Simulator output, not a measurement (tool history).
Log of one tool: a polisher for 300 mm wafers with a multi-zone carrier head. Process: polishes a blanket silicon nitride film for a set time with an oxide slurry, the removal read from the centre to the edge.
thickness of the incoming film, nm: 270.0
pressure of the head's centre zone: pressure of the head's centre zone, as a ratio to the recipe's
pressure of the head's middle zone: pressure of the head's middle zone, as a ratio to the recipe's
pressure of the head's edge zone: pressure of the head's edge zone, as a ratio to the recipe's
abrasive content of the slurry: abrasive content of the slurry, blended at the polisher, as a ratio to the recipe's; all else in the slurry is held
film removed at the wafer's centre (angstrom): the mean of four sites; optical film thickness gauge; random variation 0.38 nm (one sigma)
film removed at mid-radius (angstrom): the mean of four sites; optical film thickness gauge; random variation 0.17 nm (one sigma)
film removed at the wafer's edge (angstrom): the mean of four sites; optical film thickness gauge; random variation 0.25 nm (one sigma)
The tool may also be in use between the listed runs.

run,day,flow of slurry (ml/min),pressure of the head's centre zone,pressure of the head's middle zone,pressure of the head's edge zone,abrasive content of the slurry,polishing time (s),film removed at the wafer's centre (angstrom),film removed at mid-radius (angstrom),film removed at the wafer's edge (angstrom)
1,0.000,155,1.00,1.00,1.00,1.00,53,315.93,322.38,324.52
2,0.104,140,1.02,0.94,0.99,0.90,53,291.79,277.25,298.55
3,0.446,130,1.04,0.90,0.97,0.85,53,280.75,252.89,274.01
4,0.638,130,1.04,0.95,0.97,0.85,53,283.86,260.45,277.29
5,0.808,120,1.05,0.91,0.98,0.85,53,268.26,249.75,276.34
6,1.146,140,1.05,0.91,0.98,0.85,53,294.86,254.47,280.83
7,1.358,125,1.07,0.88,0.99,0.85,53,281.34,249.90,279.48
8,1.617,120,1.10,0.86,1.00,0.80,53,264.95,227.21,267.05

Forecast run 9:
9,1.779,115,1.12,0.85,1.00,0.80,53,?,?,?

{"run 9": {"film removed at the wafer's centre (angstrom)": 276.82, "film removed at mid-radius (angstrom)": 223.15, "film removed at the wafer's edge (angstrom)": 262.63}}
